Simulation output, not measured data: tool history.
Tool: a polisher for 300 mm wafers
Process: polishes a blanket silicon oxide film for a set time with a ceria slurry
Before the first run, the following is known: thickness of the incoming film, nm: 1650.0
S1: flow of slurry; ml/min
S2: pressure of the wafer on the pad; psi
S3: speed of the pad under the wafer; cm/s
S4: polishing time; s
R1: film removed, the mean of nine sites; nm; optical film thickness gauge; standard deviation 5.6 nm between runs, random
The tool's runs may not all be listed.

run	hour	S1	S2	S3	S4	R1
1	0.0	235	3.6	114	122	632.14
2	1.0	255	3.6	114	122	633.95
3	6.3	255	3.6	100	122	554.58
4	14.3	255	3.6	100	122	561.42
5	17.6	220	3.6	100	122	541.78
6	21.7	175	3.6	100	122	541.06
7	24.3	175	3.4	100	122	504.35
8	30.9	175	3.3	100	122	488.40

Run 9 comes next. What will it give?
9	38.2	175	3.2	100	122	?

{"run 9": {"R1": 479.99}}
